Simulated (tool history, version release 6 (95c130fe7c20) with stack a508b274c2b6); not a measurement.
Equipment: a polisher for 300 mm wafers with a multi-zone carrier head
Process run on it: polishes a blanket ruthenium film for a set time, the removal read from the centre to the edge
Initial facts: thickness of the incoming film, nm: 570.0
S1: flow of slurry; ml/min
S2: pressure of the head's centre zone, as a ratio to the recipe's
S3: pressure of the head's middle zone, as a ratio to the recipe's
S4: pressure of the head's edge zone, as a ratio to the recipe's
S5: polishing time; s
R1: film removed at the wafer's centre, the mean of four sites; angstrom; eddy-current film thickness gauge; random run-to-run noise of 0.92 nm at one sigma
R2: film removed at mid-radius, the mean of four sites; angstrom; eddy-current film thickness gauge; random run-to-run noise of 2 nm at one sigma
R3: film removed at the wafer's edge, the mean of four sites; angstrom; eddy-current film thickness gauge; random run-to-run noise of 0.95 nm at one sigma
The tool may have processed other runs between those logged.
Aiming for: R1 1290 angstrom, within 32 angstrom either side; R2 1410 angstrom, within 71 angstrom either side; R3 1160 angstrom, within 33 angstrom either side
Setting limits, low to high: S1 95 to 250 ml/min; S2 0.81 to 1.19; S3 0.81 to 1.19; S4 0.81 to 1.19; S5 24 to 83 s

{"run": 1, "hour": 0.0, "S1": 160, "S2": 1, "S3": 1, "S4": 1, "S5": 53, "R1": 929.67, "R2": 932.53, "R3": 893.51}
{"run": 2, "hour": 5.5, "S1": 160, "S2": 1, "S3": 1, "S4": 1, "S5": 47, "R1": 835.4, "R2": 829.13, "R3": 794.02}
{"run": 3, "hour": 6.5, "S1": 160, "S2": 1, "S3": 1, "S4": 1, "S5": 56, "R1": 987.26, "R2": 982.39, "R3": 931.71}
{"run": 4, "hour": 13.8, "S1": 160, "S2": 1, "S3": 1, "S4": 1, "S5": 62, "R1": 1096.5, "R2": 1091.4, "R3": 1040.1}
{"run": 5, "hour": 19.0, "S1": 160, "S2": 1, "S3": 1, "S4": 1, "S5": 73, "R1": 1303.2, "R2": 1291.2, "R3": 1227.9}
{"run": 6, "hour": 23.5, "S1": 160, "S2": 0.93, "S3": 1, "S4": 1, "S5": 73, "R1": 1189.7, "R2": 1308, "R3": 1233.7}
{"run": 7, "hour": 28.9, "S1": 170, "S2": 0.94, "S3": 1.02, "S4": 0.97, "S5": 73, "R1": 1234.6, "R2": 1328.5, "R3": 1236.9}
{"run": 8, "hour": 36.2, "S1": 170, "S2": 0.95, "S3": 1.05, "S4": 0.94, "S5": 73, "R1": 1236, "R2": 1371.3, "R3": 1192.5}
{"hour": 39.7, "done": "edge zone pressure recalibrated"}
{"run": 9, "hour": 39.7, "S1": 175, "S2": 0.96, "S3": 1.06, "S4": 0.93, "S5": 73, "R1": 1263, "R2": 1393.6, "R3": 1256.1}
{"run": 10, "hour": 44.4, "S1": 165, "S2": 0.98, "S3": 1.08, "S4": 0.9, "S5": 73, "R1": 1270.1, "R2": 1373.6, "R3": 1219}

Of the 4 settings listed for the next run, only one would bring every result within its allowed miss of target. Which one?
{"run": "A", "hour": 49.1, "S1": 185, "S2": 1.06, "S3": 1.18, "S4": 0.92, "S5": 68, "R1": "?", "R2": "?", "R3": "?"}
{"run": "B", "hour": 49.1, "S1": 190, "S2": 1.06, "S3": 1.07, "S4": 0.86, "S5": 67, "R1": "?", "R2": "?", "R3": "?"}
{"run": "C", "hour": 49.1, "S1": 150, "S2": 0.97, "S3": 1.09, "S4": 0.89, "S5": 76, "R1": "?", "R2": "?", "R3": "?"}
{"run": "D", "hour": 49.1, "S1": 180, "S2": 0.99, "S3": 1.12, "S4": 0.95, "S5": 72, "R1": "?", "R2": "?", "R3": "?"}

move=A R1=1304.5 R2=1416.1 R3=1173.3
move=B R1=1289.9 R2=1287.9 R3=1125.8
move=C R1=1289.7 R2=1430.6 R3=1262.2
move=D R1=1287.6 R2=1428.2 R3=1258.4
A: all results land within tolerance of their targets
B: takes the biggest miss from the last run beyond its target
C: moves away from the targets compared with the last run
D: moves away from the targets compared with the last run
A is the move that brings every result within its allowed miss.
